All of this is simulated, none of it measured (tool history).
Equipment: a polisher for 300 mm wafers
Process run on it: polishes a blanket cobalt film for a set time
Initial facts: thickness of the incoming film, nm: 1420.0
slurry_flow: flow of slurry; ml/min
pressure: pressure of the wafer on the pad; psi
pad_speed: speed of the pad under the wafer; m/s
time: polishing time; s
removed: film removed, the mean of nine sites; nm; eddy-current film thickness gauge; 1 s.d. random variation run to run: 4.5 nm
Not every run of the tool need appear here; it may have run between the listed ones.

{"run": 1, "day": 0.0, "slurry_flow": 285, "pressure": 1.6, "pad_speed": 0.84, "time": 54, "removed": 186.66}
{"run": 2, "day": 0.042, "slurry_flow": 285, "pressure": 1.8, "pad_speed": 0.84, "time": 54, "removed": 204.87}
{"run": 3, "day": 0.35, "slurry_flow": 285, "pressure": 1.6, "pad_speed": 0.84, "time": 54, "removed": 184.1}
{"run": 4, "day": 0.462, "slurry_flow": 285, "pressure": 1.8, "pad_speed": 0.84, "time": 54, "removed": 205.25}
{"run": 5, "day": 0.512, "slurry_flow": 285, "pressure": 2, "pad_speed": 0.86, "time": 54, "removed": 234.56}
{"run": 6, "day": 0.75, "slurry_flow": 285, "pressure": 2, "pad_speed": 0.86, "time": 54, "removed": 229.43}

Run 7 comes next. What will it give?
{"run": 7, "day": 0.812, "slurry_flow": 285, "pressure": 2.1, "pad_speed": 0.88, "time": 54, "removed": "?"}

{"run 7": {"removed": 250.06}}
